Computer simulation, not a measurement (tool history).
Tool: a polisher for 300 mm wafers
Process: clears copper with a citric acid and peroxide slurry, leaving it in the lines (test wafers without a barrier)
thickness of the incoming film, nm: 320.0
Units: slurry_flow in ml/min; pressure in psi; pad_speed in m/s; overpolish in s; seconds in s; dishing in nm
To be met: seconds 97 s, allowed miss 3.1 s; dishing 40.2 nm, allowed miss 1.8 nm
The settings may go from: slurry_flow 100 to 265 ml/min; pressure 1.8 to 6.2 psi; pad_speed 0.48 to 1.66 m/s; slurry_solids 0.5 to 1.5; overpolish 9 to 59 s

run	hour	slurry_flow	pressure	pad_speed	slurry_solids	overpolish	seconds	dishing
1	0	170	4	1.06	1	30	118.68	49.959
2	6.8	170	4.5	1.06	1	30	103.7	56.034
3	9.9	170	5.4	1.06	1	30	88.312	61.013
4	13	175	5.3	1.06	1	25	88.932	54.613
5	20.4	175	5.3	1.06	1.15	25	87.131	55.056
6	22	200	5.3	1.06	1.15	25	85.75	56.964
7	30.7	195	5.1	1.06	1.15	22	89.046	49.116
8	32.4	195	5	1.06	1.15	21	89.712	48.138
9	41.4	190	4.9	1.06	1.15	20	92.456	45.482
10	49.2	185	4.8	1.06	1.15	19	94.822	42.533
11	56.1	180	4.8	1.06	1.15	19	94.725	42.52
12	62.4	175	4.8	1.06	1.15	19	94.353	42.7

Which of these 4 next moves meets every target?
A	68.7	195	5	1.04	1.2	19	?	?
B	68.7	200	5.1	1.02	1.2	20	?	?
C	68.7	175	3.6	1.42	1.35	21	?	?
D	68.7	150	5.2	1.02	1.05	18	?	?

move	seconds	dishing
A	91.384	44.561
B	91.013	46.414
C	92.04	46.734
D	96.464	41.204
A: further off than the last run
B: further off than the last run
C: further off than the last run
D: meets every target
The right move is D.
